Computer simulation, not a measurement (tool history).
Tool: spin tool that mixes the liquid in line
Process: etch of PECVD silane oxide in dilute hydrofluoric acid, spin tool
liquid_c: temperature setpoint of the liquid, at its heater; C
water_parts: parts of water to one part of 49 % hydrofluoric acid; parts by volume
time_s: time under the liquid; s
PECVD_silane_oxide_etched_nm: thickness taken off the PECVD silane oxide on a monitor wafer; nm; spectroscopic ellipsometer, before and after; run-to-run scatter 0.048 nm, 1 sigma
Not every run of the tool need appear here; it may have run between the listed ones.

run	hour	liquid_c	water_parts	time_s	PECVD_silane_oxide_etched_nm
1	0	23	205	75	7.3965
2	8.4	23	205	55	5.4116
3	16.3	23	205	75	7.4299
4	24.4	23	205	75	7.4143
5	32	22.5	205	75	7.1695
6	34.4	21	205	75	6.7446

Expected results for the next run?
7	38.9	20.5	205	75	?

Run 7 gave PECVD_silane_oxide_etched_nm 6.5756 nm.

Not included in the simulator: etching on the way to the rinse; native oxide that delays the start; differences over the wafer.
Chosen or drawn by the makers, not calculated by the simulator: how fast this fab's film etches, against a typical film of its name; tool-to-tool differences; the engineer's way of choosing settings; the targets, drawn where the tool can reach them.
